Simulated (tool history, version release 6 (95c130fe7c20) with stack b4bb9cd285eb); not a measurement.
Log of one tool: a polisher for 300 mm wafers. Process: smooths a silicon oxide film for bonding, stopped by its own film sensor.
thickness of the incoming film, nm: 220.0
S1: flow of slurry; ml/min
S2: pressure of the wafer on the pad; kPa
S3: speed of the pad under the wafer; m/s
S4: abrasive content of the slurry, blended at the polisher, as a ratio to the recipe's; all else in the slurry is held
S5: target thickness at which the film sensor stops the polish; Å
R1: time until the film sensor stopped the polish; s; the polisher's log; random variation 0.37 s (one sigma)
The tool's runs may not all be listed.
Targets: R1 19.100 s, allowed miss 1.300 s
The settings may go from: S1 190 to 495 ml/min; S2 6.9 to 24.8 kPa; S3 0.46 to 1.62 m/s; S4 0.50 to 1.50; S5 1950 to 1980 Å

run  hour   S1    S2    S3    S4    S5      R1
  1   0.0  320  15.9  1.04  1.00  1950  22.653
  2   0.7  320  16.5  1.04  1.00  1950  22.370
  3   9.3  320  16.5  1.04  0.80  1950  25.359
  4  16.1  320  17.2  1.04  0.80  1950  24.340
     21.0  -- head pressure recalibrated
  5  21.0  320  17.2  1.04  0.60  1950  29.942
  6  27.2  320  17.2  1.04  0.60  1950  31.172
  7  31.9  320  21.4  1.14  0.60  1950  22.848
  8  39.7  320  22.1  1.14  0.60  1950  22.523
  9  43.2  320  22.1  1.16  0.60  1950  22.523
 10  47.2  320  22.1  1.18  0.60  1950  22.609

Which of these 4 next moves meets every target?
  A  51.2  355  20.0  1.02  0.70  1950   ?
  B  51.2  285  24.1  1.44  0.50  1950   ?
  C  51.2  330  22.1  1.16  0.50  1960   ?
  D  51.2  420  20.0  1.30  0.55  1950   ?

move      R1
   A  23.560
   B  19.594
   C  23.485
   D  23.194
A: further off than the last run
B: meets every target
C: further off than the last run
D: further off than the last run
Move B is the one to make.
